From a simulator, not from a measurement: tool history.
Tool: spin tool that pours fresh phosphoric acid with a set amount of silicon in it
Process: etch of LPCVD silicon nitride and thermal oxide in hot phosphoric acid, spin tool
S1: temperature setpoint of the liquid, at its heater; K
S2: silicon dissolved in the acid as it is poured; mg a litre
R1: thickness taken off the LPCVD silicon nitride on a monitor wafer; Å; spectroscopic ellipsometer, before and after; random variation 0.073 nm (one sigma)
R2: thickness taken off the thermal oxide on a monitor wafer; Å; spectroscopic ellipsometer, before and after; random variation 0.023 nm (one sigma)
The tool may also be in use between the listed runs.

{"run": 1, "day": 0.0, "S1": 434.15, "S2": 17.5, "time under the liquid (s)": 180, "R1": 154.27, "R2": 3.3791}
{"run": 2, "day": 0.067, "S1": 434.15, "S2": 11.5, "time under the liquid (s)": 180, "R1": 153.93, "R2": 4.1249}
{"run": 3, "day": 0.412, "S1": 435.15, "S2": 17.0, "time under the liquid (s)": 180, "R1": 160.74, "R2": 3.9814}
{"run": 4, "day": 0.462, "S1": 435.65, "S2": 22.5, "time under the liquid (s)": 180, "R1": 163.74, "R2": 3.3691}
{"run": 5, "day": 0.762, "S1": 435.65, "S2": 15.5, "time under the liquid (s)": 180, "R1": 162.85, "R2": 4.7877}
{"run": 6, "day": 1.017, "S1": 435.65, "S2": 6.5, "time under the liquid (s)": 180, "R1": 161.1, "R2": 4.2877}
{"run": 7, "day": 1.25, "S1": 436.15, "S2": 15.5, "time under the liquid (s)": 180, "R1": 165.35, "R2": 3.6322}

Forecast run 8:
{"run": 8, "day": 1.504, "S1": 438.15, "S2": 26.5, "time under the liquid (s)": 180, "R1": "?", "R2": "?"}

{"run 8": {"R1": 175.92, "R2": 3.527}}

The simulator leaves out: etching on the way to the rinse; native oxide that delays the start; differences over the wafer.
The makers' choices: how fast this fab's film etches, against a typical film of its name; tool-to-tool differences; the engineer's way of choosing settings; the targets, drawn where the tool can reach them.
